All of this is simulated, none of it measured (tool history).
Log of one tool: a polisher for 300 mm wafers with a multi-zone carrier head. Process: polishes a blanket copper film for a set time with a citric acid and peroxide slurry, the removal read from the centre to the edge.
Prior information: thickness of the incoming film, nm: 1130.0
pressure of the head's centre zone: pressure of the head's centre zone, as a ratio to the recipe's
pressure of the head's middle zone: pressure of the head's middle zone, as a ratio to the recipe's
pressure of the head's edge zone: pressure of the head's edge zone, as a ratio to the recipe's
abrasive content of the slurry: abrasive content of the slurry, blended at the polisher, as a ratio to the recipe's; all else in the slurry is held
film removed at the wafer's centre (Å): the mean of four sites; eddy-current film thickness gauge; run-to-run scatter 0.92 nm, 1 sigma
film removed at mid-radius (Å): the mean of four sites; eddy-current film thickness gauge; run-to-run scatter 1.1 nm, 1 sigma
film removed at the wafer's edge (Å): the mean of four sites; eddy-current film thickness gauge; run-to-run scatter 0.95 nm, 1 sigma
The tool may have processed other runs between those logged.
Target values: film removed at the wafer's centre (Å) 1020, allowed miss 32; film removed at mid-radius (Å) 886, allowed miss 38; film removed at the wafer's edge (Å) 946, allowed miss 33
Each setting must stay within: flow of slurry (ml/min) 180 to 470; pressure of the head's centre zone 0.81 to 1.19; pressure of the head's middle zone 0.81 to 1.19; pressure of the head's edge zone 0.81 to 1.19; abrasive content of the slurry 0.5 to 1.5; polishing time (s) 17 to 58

run,hour,flow of slurry (ml/min),pressure of the head's centre zone,pressure of the head's middle zone,pressure of the head's edge zone,abrasive content of the slurry,polishing time (s),film removed at the wafer's centre (Å),film removed at mid-radius (Å),film removed at the wafer's edge (Å)
1,0,300,1,1,1,1,37,873.06,871.67,865.75
2,7.6,300,1,1,1,0.8,37,827.57,824.83,823.15
3,10.1,300,1,1,1,0.8,31,700.29,701.41,681.11
4,15.5,300,1,1,1,0.8,38,848.82,871.99,822.82
5,16.1,300,1,1,1.08,0.8,38,858.26,866.99,887.81
6,18,300,1,1,1.08,0.8,32,710.31,718.37,736.38
7,23.6,305,1.04,1.01,1.1,0.95,32,784.02,770.93,761.49
8,30.1,305,1.05,0.99,1.12,1.05,33,840.24,777.27,837.56
9,37.2,310,1.07,1,1.13,1.1,33,837.6,808.95,822.77
10,38.7,315,1.13,0.9,1.12,1.25,39,1082.7,903.35,1000.4
11,44.6,310,1.12,0.9,1.11,1.25,39,1063.6,894.23,1020.8

Next run, 4 choices. One meets every target within its allowed miss, the rest don't. Which?
A,50.5,320,1.1,0.93,1.09,1.25,37,?,?,?
B,50.5,325,1.1,1.18,1.05,1.25,35,?,?,?
C,50.5,330,1.07,0.97,1.13,1.15,37,?,?,?
D,50.5,310,1.03,0.81,1.19,1.45,40,?,?,?

move,film removed at the wafer's centre (Å),film removed at mid-radius (Å),film removed at the wafer's edge (Å)
A,1012.2,879.98,928.79
B,960.44,1020.4,860.24
C,969.62,897.47,930.24
D,1054.3,875.02,1084.9
A: every result lands within tolerance
B: takes the biggest miss from the last run beyond its target
C: the furthest-off result lands on target, but another misses its tolerance
D: moves away from the targets compared with the last run
A is the move that brings every result within its allowed miss.
